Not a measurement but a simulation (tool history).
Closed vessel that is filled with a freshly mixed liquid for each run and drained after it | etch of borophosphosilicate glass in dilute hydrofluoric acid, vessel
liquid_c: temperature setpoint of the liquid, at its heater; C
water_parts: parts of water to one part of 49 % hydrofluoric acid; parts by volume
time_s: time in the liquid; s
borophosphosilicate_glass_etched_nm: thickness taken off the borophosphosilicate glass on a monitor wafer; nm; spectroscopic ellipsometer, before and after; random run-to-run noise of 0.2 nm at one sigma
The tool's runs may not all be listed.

run	day	liquid_c	water_parts	time_s	borophosphosilicate_glass_etched_nm
1	0.000	25.0	255	45	10.3940
2	0.246	21.5	255	45	9.2089
3	0.517	21.5	255	45	9.1652
4	0.742	21.5	255	35	7.0881
5	0.879	21.5	335	35	5.0035
6	1.150	22.5	335	35	5.1286

What will run 7 give?
7	1.262	25.0	285	35	?

borophosphosilicate_glass_etched_nm: 6.9732 nm

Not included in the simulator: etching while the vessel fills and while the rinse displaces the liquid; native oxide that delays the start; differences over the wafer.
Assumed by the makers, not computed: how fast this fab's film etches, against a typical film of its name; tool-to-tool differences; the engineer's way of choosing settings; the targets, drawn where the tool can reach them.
